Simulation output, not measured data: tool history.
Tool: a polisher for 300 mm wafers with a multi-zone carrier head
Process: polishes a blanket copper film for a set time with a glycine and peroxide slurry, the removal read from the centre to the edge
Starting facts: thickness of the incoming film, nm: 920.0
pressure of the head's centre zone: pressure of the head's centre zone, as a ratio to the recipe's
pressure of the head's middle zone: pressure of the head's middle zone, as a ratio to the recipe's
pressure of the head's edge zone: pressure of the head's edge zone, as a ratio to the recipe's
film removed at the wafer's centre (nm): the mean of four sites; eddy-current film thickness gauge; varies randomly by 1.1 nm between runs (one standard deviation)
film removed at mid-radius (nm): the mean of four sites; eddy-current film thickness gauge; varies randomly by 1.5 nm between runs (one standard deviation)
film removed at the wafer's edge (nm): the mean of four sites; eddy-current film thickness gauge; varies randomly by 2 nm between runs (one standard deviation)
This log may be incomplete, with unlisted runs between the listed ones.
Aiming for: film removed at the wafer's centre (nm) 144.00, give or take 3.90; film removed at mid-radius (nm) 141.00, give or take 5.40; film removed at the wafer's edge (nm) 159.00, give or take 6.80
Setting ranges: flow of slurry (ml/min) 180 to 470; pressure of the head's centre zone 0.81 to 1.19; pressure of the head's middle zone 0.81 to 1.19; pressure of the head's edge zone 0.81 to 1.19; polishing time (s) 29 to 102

run,hour,flow of slurry (ml/min),pressure of the head's centre zone,pressure of the head's middle zone,pressure of the head's edge zone,polishing time (s),film removed at the wafer's centre (nm),film removed at mid-radius (nm),film removed at the wafer's edge (nm)
1,0.0,300,1.00,1.00,1.00,65,207.07,208.06,217.24
2,7.3,295,0.98,0.97,0.98,61,192.21,185.84,199.63
3,11.0,370,0.98,0.97,0.98,61,196.92,194.88,209.96
4,19.7,370,0.98,0.97,0.98,53,171.16,165.77,180.28
5,24.2,370,0.98,0.97,0.91,53,170.90,164.28,170.38
6,31.4,370,0.98,0.97,0.94,53,169.97,167.05,176.83
7,32.5,355,0.95,0.95,0.93,53,164.71,163.66,176.68
8,34.7,345,0.94,0.93,0.91,52,159.03,161.58,169.38
9,40.1,340,0.94,0.91,0.91,51,157.57,153.83,167.03
10,47.0,335,0.93,0.89,0.90,51,156.54,147.41,162.56

Which single option among these 4 for the next run brings every result within its allowed miss of target? Just one does.
A,53.9,365,0.89,0.86,0.90,49,?,?,?
B,53.9,320,0.92,0.86,0.88,50,?,?,?
C,53.9,255,0.99,0.81,0.85,48,?,?,?
D,53.9,315,0.89,0.93,0.89,50,?,?,?

move,film removed at the wafer's centre (nm),film removed at mid-radius (nm),film removed at the wafer's edge (nm)
A,144.26,138.78,161.45
B,149.82,140.15,161.71
C,149.95,125.50,150.49
D,145.42,149.37,162.26
A: each result inside its tolerance
B: closes in on the targets versus the last run, not all within tolerance yet
C: closes in on the targets versus the last run, not all within tolerance yet
D: brings the last run's worst result on target, with another outside its allowed miss
A is the move that brings every result within its allowed miss.
